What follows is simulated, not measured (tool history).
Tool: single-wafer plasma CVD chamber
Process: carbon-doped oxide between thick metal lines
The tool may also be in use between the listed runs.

run  hour  heater temperature setpoint (deg C)  chamber pressure (mTorr)  RF power (kW)  deposition time (s)  mean film thickness on the monitor wafer (Å)
  1   0.0                                  325                      5470          0.560                  137                                        7743.9
  2   2.8                                  325                      5470          0.610                  137                                        8350.5
  3   3.4                                  330                      4980          0.595                  137                                        7969.1
  4   4.5                                  330                      5320          0.595                  137                                        8081.1
  5   9.9                                  330                      4850          0.575                  137                                        7799.5
  6  15.3                                  330                      4850          0.575                  130                                        7281.5
     20.2  -- RF generator calibrated
  7  20.2                                  331                      4760          0.575                  130                                        7776.7

Forecast run 8:
  8  20.9                                  331                      4810          0.550                  130                                             ?

{"run 8": {"mean film thickness on the monitor wafer (Å)": 7521.6}}
